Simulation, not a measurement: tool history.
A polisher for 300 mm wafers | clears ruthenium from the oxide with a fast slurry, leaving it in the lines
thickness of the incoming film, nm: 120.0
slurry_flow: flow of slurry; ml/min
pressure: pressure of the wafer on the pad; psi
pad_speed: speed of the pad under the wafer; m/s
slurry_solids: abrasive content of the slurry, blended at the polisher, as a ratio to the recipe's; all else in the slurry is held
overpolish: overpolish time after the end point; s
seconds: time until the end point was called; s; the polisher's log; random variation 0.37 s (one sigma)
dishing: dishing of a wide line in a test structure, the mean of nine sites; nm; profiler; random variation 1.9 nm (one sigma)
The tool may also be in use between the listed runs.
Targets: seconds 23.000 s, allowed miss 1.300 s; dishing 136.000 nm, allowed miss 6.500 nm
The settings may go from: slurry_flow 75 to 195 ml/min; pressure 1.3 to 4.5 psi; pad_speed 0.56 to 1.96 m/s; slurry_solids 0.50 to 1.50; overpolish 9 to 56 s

run	hour	slurry_flow	pressure	pad_speed	slurry_solids	overpolish	seconds	dishing
1	0.0	125	2.9	1.26	1.00	29	28.210	95.519
2	2.3	125	2.9	1.26	1.00	17	27.716	61.737
3	10.1	95	2.9	1.26	1.00	17	29.921	59.512
4	13.7	95	2.9	1.08	1.00	17	35.438	52.566
5	17.1	95	2.9	1.08	1.00	9	34.623	29.190
6	20.8	95	3.4	1.08	1.00	9	28.024	33.133
7	22.9	90	3.2	1.32	0.90	14	28.371	53.238
8	27.6	85	3.3	1.48	0.80	17	27.941	64.505
9	28.4	90	3.4	1.62	0.75	20	25.307	79.049
10	35.7	85	4.0	1.70	0.55	34	27.221	111.730

Which of these 4 next moves meets every target?
A	43.0	75	3.8	1.88	0.60	26	?	?
B	43.0	90	4.1	1.70	0.55	49	?	?
C	43.0	105	3.9	1.82	0.60	39	?	?
D	43.0	95	3.7	1.56	0.50	27	?	?

move	seconds	dishing
A	24.036	99.459
B	25.088	148.820
C	21.936	140.520
D	32.554	80.747
A: further off than the last run
B: takes the result that was furthest off past its target
C: meets every target
D: further off than the last run
Answer: C

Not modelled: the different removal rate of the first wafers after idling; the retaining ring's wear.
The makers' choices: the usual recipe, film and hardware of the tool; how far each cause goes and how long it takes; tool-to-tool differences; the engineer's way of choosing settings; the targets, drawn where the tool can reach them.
